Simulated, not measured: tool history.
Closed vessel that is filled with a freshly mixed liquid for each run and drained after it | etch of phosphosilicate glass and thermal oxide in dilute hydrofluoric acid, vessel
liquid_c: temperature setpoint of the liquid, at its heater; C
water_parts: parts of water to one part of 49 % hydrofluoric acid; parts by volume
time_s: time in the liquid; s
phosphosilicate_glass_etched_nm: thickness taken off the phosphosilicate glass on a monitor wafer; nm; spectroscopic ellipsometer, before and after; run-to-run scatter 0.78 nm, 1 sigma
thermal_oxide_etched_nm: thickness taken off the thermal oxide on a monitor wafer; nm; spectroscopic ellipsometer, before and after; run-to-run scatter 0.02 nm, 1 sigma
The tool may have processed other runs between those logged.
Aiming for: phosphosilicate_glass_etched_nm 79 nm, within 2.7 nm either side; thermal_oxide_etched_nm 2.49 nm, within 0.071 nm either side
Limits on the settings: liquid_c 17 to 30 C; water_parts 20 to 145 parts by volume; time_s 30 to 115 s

run  hour  liquid_c  water_parts  time_s  phosphosilicate_glass_etched_nm  thermal_oxide_etched_nm
  1     0        22           80      60                           95.727                   3.0476
  2   5.9        22           80      40                           64.578                   2.0066
  3  14.8        22           80      55                            89.41                   2.7584
  4  20.7        22           80      45                           71.424                   2.2369
  5  24.2        22           55      45                           107.28                    3.406
  6  25.9        22           55      70                           168.72                   5.2138
  7  27.2        22           55      70                           167.09                   5.2801
     34.4  -- hydrofluoric acid flow meter replaced
  8  34.4      21.5           60      70                           172.36                   5.3496
  9  43.3      22.5           65      70                           164.33                   5.1056
 10  44.8      18.5           95      70                           90.077                   2.8551
 11  49.7        18          100      70                           83.385                   2.6647

Next run, 5 choices. One meets every target within its allowed miss, the rest don't. Which?
  A  54.6      22.5          100      55                                ?                        ?
  B  54.6        17           80      50                                ?                        ?
  C  54.6        17          110      70                                ?                        ?
  D  54.6        17          115      85                                ?                        ?
  E  54.6      21.5           95      50                                ?                        ?

move  phosphosilicate_glass_etched_nm  thermal_oxide_etched_nm
   A                           78.836                    2.497
   B                           72.959                   2.3108
   C                           71.987                     2.28
   D                           83.187                   2.6348
   E                           72.881                   2.3083
A: in spec on every target
B: pushes the last run's worst result past its target
C: pushes the last run's worst result past its target
D: gains on the last run, yet a result remains outside its allowed miss
E: pushes the last run's worst result past its target
Go with A: it meets all targets.
